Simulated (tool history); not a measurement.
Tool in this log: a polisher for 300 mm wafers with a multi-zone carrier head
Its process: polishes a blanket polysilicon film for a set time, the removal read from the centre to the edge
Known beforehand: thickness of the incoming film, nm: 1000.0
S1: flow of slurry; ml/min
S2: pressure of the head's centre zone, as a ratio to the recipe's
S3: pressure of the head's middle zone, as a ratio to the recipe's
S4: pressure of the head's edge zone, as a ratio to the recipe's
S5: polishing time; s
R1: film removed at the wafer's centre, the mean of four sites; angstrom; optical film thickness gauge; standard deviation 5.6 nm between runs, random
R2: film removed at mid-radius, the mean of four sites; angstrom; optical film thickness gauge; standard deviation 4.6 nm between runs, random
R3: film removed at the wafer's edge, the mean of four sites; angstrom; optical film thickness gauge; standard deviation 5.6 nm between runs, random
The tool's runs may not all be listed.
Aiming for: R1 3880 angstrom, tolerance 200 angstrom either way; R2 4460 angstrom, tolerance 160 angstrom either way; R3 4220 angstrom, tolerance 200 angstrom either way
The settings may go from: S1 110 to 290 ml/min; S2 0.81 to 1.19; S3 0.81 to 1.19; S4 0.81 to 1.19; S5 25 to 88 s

{"run": 1, "hour": 0.0, "S1": 185, "S2": 1, "S3": 1, "S4": 1, "S5": 56, "R1": 3099.8, "R2": 3266.3, "R3": 3175.5}
{"run": 2, "hour": 5.8, "S1": 185, "S2": 1, "S3": 0.91, "S4": 1, "S5": 56, "R1": 3228.9, "R2": 2953.8, "R3": 3147.2}
{"run": 3, "hour": 11.6, "S1": 190, "S2": 1, "S3": 0.94, "S4": 1.02, "S5": 58, "R1": 3407, "R2": 3200.5, "R3": 3299.1}
{"run": 4, "hour": 15.3, "S1": 190, "S2": 1, "S3": 0.88, "S4": 1.02, "S5": 58, "R1": 3307.9, "R2": 3048.7, "R3": 3422.5}
{"run": 5, "hour": 18.1, "S1": 190, "S2": 1, "S3": 0.88, "S4": 1.02, "S5": 71, "R1": 4060.8, "R2": 3662.2, "R3": 4099.2}
{"run": 6, "hour": 20.0, "S1": 215, "S2": 1, "S3": 0.88, "S4": 1.02, "S5": 71, "R1": 4213.4, "R2": 3786.8, "R3": 4107.3}
{"run": 7, "hour": 22.9, "S1": 220, "S2": 0.98, "S3": 0.9, "S4": 1.03, "S5": 71, "R1": 4202.7, "R2": 3814.4, "R3": 4233.3}
{"run": 8, "hour": 23.7, "S1": 220, "S2": 0.97, "S3": 0.93, "S4": 1.03, "S5": 71, "R1": 4047.9, "R2": 3923.5, "R3": 4264.6}

Which single option among these 4 for the next run brings every result within its allowed miss of target? Just one does.
{"run": "A", "hour": 24.5, "S1": 175, "S2": 0.86, "S3": 0.87, "S4": 1.06, "S5": 79, "R1": "?", "R2": "?", "R3": "?"}
{"run": "B", "hour": 24.5, "S1": 200, "S2": 0.9, "S3": 1.04, "S4": 0.95, "S5": 74, "R1": "?", "R2": "?", "R3": "?"}
{"run": "C", "hour": 24.5, "S1": 150, "S2": 0.9, "S3": 1.1, "S4": 1.01, "S5": 68, "R1": "?", "R2": "?", "R3": "?"}
{"run": "D", "hour": 24.5, "S1": 250, "S2": 1.02, "S3": 1.05, "S4": 1.03, "S5": 71, "R1": "?", "R2": "?", "R3": "?"}

move=A R1=3947.9 R2=4063.5 R3=4593
move=B R1=3972.1 R2=4517 R3=4139.6
move=C R1=3447.2 R2=4136.7 R3=3768.6
move=D R1=4471.5 R2=4499.5 R3=4221.1
A: closer than the last run, but not yet in spec
B: every result lands within tolerance
C: closer than the last run, but not yet in spec
D: meets the target for the result that was furthest off, but another lies outside its allowed miss
Answer: B
